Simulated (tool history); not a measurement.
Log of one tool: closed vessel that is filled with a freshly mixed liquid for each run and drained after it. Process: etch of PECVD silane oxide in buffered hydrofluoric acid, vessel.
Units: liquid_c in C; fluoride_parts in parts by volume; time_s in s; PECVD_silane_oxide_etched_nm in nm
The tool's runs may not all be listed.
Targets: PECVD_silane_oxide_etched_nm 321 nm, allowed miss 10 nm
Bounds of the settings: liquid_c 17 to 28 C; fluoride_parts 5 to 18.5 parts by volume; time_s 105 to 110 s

run  hour  liquid_c  fluoride_parts  time_s  PECVD_silane_oxide_etched_nm
  1     0        20            11.5     105                        229.75
  2   4.6        20            11.5     105                        228.11
  3   6.9        20               9     105                        278.02
  4   8.1        21               9     105                        299.08
  5  13.4      17.5               9     105                        238.23
  6  14.1        19               9     105                        267.68
  7  19.1        20               9     105                        276.03
  8  23.5        21               9     105                        296.55
  9    30      21.5               9     105                         302.4

4 next moves are on the table. One of them brings every result within its allowed miss. Which?
  A  36.5      21.5               9     110                             ?
  B  36.5        20             9.5     105                             ?
  C  36.5        18               8     110                             ?
  D  36.5      23.5             9.5     110                             ?

move  PECVD_silane_oxide_etched_nm
   A                        319.05
   B                        270.77
   C                        297.97
   D                        344.28
A: meets every target
B: further off than the last run
C: further off than the last run
D: takes the result that was furthest off past its target
Answer: A

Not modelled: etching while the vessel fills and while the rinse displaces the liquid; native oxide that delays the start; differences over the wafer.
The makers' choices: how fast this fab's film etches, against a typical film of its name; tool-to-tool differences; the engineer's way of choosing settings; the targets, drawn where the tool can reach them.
